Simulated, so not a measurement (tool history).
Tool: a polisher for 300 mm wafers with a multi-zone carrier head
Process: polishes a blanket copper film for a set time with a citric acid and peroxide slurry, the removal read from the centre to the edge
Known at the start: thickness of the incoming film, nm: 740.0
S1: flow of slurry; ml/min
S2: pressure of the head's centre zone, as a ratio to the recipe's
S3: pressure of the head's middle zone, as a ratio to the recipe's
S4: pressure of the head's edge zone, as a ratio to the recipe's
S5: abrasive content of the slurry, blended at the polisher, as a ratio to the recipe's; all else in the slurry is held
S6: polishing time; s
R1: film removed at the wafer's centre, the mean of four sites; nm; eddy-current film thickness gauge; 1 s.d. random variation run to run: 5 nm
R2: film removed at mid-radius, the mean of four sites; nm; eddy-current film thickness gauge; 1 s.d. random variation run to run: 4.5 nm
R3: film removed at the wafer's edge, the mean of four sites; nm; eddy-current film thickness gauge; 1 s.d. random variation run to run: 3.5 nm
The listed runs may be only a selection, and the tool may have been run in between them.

Run 1, day 0.000: S1 150 ml/min, S2 1.00, S3 1.00, S4 1.00, S5 1.00, S6 83 s. Result: R1 242.98 nm, R2 242.78 nm, R3 232.80 nm.
Run 2, day 0.088: S1 150 ml/min, S2 1.00, S3 1.00, S4 0.96, S5 1.00, S6 83 s. Result: R1 236.47 nm, R2 240.81 nm, R3 234.37 nm.
Run 3, day 0.429: S1 155 ml/min, S2 1.01, S3 1.00, S4 0.97, S5 1.05, S6 86 s. Result: R1 261.61 nm, R2 251.36 nm, R3 242.30 nm.
Run 4, day 0.600: S1 155 ml/min, S2 1.01, S3 1.00, S4 0.97, S5 1.10, S6 90 s. Result: R1 268.23 nm, R2 267.13 nm, R3 257.47 nm.
Run 5, day 0.646: S1 155 ml/min, S2 1.01, S3 1.08, S4 0.97, S5 1.10, S6 90 s. Result: R1 272.18 nm, R2 285.31 nm, R3 252.01 nm.
Run 6, day 0.962: S1 155 ml/min, S2 1.08, S3 1.08, S4 0.97, S5 1.10, S6 90 s. Result: R1 292.84 nm, R2 286.03 nm, R3 262.56 nm.
Run 7, day 1.325: S1 195 ml/min, S2 1.18, S3 1.12, S4 1.02, S5 1.35, S6 100 s. Result: R1 383.11 nm, R2 347.05 nm, R3 309.11 nm.

Estimate the outcome of run 8 from the log above:
Run 8, day 1.596: S1 195 ml/min, S2 1.18, S3 1.12, S4 1.03, S5 1.35, S6 101 s. Result: R1 ?, R2 ?, R3 ?.

Run 8 gave R1 381.51 nm, R2 353.62 nm, R3 317.82 nm.
